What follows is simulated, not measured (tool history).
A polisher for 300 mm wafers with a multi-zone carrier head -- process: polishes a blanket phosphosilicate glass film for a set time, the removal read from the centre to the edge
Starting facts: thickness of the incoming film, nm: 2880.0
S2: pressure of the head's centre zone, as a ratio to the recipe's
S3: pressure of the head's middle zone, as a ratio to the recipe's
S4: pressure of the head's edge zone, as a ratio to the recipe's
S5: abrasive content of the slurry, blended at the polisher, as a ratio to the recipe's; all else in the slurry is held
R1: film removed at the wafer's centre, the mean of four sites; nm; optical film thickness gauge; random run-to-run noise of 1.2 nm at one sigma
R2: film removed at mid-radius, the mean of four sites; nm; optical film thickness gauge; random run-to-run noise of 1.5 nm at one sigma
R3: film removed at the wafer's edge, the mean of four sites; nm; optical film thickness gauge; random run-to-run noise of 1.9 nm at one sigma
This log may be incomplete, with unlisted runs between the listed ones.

Run 1, hour 0: flow of slurry (ml/min) 295, S2 1, S3 1, S4 1, S5 1, polishing time (s) 39. Result: R1 221.85 nm, R2 223.1 nm, R3 219.7 nm.
Run 2, hour 2.4: flow of slurry (ml/min) 290, S2 0.96, S3 0.99, S4 0.97, S5 0.85, polishing time (s) 36. Result: R1 175.93 nm, R2 185.02 nm, R3 186.32 nm.
Run 3, hour 7.1: flow of slurry (ml/min) 295, S2 0.95, S3 1, S4 0.94, S5 0.75, polishing time (s) 34. Result: R1 146.05 nm, R2 157 nm, R3 153.51 nm.
Run 4, hour 9: flow of slurry (ml/min) 295, S2 0.93, S3 1, S4 0.91, S5 0.7, polishing time (s) 34. Result: R1 138.94 nm, R2 147.12 nm, R3 140.56 nm.
Run 5, hour 10.2: flow of slurry (ml/min) 295, S2 0.93, S3 1.03, S4 0.91, S5 0.7, polishing time (s) 34. Result: R1 136.84 nm, R2 151.68 nm, R3 136.71 nm.
Run 6, hour 14.7: flow of slurry (ml/min) 295, S2 0.9, S3 1.01, S4 0.89, S5 0.7, polishing time (s) 34. Result: R1 133.1 nm, R2 147.45 nm, R3 138.29 nm.
Run 7, hour 22.5: flow of slurry (ml/min) 295, S2 0.87, S3 1, S4 0.87, S5 0.7, polishing time (s) 34. Result: R1 128.84 nm, R2 147.98 nm, R3 138.03 nm.

Run 8 comes next. What will it give?
Run 8, hour 28.3: flow of slurry (ml/min) 295, S2 0.86, S3 0.99, S4 0.86, S5 0.7, polishing time (s) 34. Result: R1 ?, R2 ?, R3 ?.

{"run 8": {"R1": 125.89, "R2": 146.99, "R3": 132.15}}
